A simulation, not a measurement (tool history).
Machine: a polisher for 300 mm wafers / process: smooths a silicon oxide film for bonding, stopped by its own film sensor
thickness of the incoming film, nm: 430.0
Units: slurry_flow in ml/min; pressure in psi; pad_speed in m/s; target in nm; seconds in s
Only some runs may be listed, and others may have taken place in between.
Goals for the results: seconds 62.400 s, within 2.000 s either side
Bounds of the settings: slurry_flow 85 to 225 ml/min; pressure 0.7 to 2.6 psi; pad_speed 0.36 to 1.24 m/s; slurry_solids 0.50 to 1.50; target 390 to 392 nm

run  hour  slurry_flow  pressure  pad_speed  slurry_solids  target  seconds
  1   0.0          145       1.6       0.80           1.00     392   91.347
  2   3.4          125       1.6       0.80           1.00     392   93.585
  3   7.3          130       1.7       0.80           1.00     392   87.905
  4  12.6          130       1.7       0.80           1.20     392   82.862
  5  17.8          130       1.7       0.80           1.20     392   83.149
  6  23.3          135       1.8       0.80           1.20     392   77.589
  7  24.9          140       1.9       0.80           1.20     392   72.525
  8  33.6          145       1.9       0.80           1.20     392   72.557
  9  41.6          150       1.9       0.80           1.20     392   72.593
 10  45.1          150       2.0       0.80           1.20     392   69.209
 11  49.7          150       2.1       0.80           1.20     392   64.998
 12  51.3          155       2.1       0.80           1.20     392   66.362

Which one of the following 5 next-run settings gets every result inside its allowed miss? There is exactly one.
  A  52.9          175       1.9       0.86           1.30     391        ?
  B  52.9          145       2.0       0.76           1.30     392        ?
  C  52.9          175       2.1       0.80           1.10     391        ?
  D  52.9          150       2.1       0.82           1.15     390        ?
  E  52.9          195       2.3       0.76           1.10     392        ?

move  seconds
   A   68.600
   B   72.141
   C   69.050
   D   70.125
   E   63.226
A: its largest miss is bigger than the last run's
B: its largest miss is bigger than the last run's
C: its largest miss is bigger than the last run's
D: its largest miss is bigger than the last run's
E: every result within its allowed miss
E is the move that brings every result within its allowed miss.
